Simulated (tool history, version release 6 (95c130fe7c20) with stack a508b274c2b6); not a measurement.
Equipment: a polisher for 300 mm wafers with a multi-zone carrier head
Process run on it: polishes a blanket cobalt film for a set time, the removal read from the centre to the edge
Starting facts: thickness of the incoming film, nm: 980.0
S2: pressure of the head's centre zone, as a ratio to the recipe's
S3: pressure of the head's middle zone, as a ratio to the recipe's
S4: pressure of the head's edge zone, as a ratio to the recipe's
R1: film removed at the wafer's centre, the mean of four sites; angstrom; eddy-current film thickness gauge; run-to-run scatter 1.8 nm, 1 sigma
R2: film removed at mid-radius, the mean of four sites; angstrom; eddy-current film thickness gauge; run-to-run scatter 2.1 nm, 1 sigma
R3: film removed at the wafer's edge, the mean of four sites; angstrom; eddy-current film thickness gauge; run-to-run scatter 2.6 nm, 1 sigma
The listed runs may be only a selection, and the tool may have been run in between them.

{"run": 1, "hour": 0.0, "flow of slurry (ml/min)": 170, "S2": 1.0, "S3": 1.0, "S4": 1.0, "polishing time (s)": 77, "R1": 2996.4, "R2": 2941.8, "R3": 2925.3}
{"run": 2, "hour": 6.1, "flow of slurry (ml/min)": 170, "S2": 0.96, "S3": 1.0, "S4": 1.0, "polishing time (s)": 77, "R1": 2851.2, "R2": 2934.3, "R3": 2880.2}
{"run": 3, "hour": 9.5, "flow of slurry (ml/min)": 170, "S2": 0.89, "S3": 1.0, "S4": 1.0, "polishing time (s)": 77, "R1": 2626.9, "R2": 2960.8, "R3": 2902.2}
{"run": 4, "hour": 17.9, "flow of slurry (ml/min)": 160, "S2": 0.87, "S3": 0.98, "S4": 0.97, "polishing time (s)": 66, "R1": 2168.4, "R2": 2439.9, "R3": 2466.9}
{"run": 5, "hour": 21.9, "flow of slurry (ml/min)": 155, "S2": 0.86, "S3": 0.98, "S4": 0.94, "polishing time (s)": 59, "R1": 1899.9, "R2": 2244.6, "R3": 2176.3}
{"run": 6, "hour": 28.6, "flow of slurry (ml/min)": 155, "S2": 0.86, "S3": 0.98, "S4": 0.98, "polishing time (s)": 59, "R1": 1911.1, "R2": 2200.1, "R3": 2180.1}
{"run": 7, "hour": 35.1, "flow of slurry (ml/min)": 150, "S2": 0.86, "S3": 0.98, "S4": 0.98, "polishing time (s)": 55, "R1": 1837.9, "R2": 2039.4, "R3": 2065.6}
{"run": 8, "hour": 36.7, "flow of slurry (ml/min)": 145, "S2": 0.86, "S3": 0.98, "S4": 0.96, "polishing time (s)": 52, "R1": 1656.3, "R2": 1884.9, "R3": 1945.8}

Expected results for the next run?
{"run": 9, "hour": 39.4, "flow of slurry (ml/min)": 140, "S2": 0.93, "S3": 1.02, "S4": 0.86, "polishing time (s)": 48, "R1": "?", "R2": "?", "R3": "?"}

Run 9 yielded R1 1638.6 angstrom, R2 1812.3 angstrom, R3 1719.3 angstrom.
